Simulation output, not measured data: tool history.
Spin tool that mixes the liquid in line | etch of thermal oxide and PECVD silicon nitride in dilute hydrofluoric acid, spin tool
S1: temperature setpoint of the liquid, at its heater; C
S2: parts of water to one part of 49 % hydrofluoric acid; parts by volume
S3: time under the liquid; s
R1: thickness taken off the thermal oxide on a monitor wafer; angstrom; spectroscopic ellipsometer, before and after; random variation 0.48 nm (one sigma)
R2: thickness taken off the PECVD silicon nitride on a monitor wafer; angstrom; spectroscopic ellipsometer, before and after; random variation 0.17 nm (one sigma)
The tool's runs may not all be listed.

run  hour    S1  S2   S3      R1      R2
  1     0    25  40  150  192.43  67.098
  2   8.6    26  35  155  238.38  83.725
  3  15.4    26  45  155  183.11  66.445
  4  16.3    27  40  160  217.44  80.427
  5  23.4  27.5  35  165  267.87  100.57
  6  28.5  27.5  35  110   179.3  64.851
  7  37.5    28  30  125     249  90.233
  8  46.1  28.5  30  135  263.26   101.4
  9  54.1  28.5  30  145  290.06   107.8
 10  54.7  28.5  30  145   288.4  109.18
 11  62.1  28.5  30  150  298.48   110.9

Forecast run 12:
 12  67.8  29  30  155   ?   ?

R1: 313.37 angstrom
R2: 119.11 angstrom

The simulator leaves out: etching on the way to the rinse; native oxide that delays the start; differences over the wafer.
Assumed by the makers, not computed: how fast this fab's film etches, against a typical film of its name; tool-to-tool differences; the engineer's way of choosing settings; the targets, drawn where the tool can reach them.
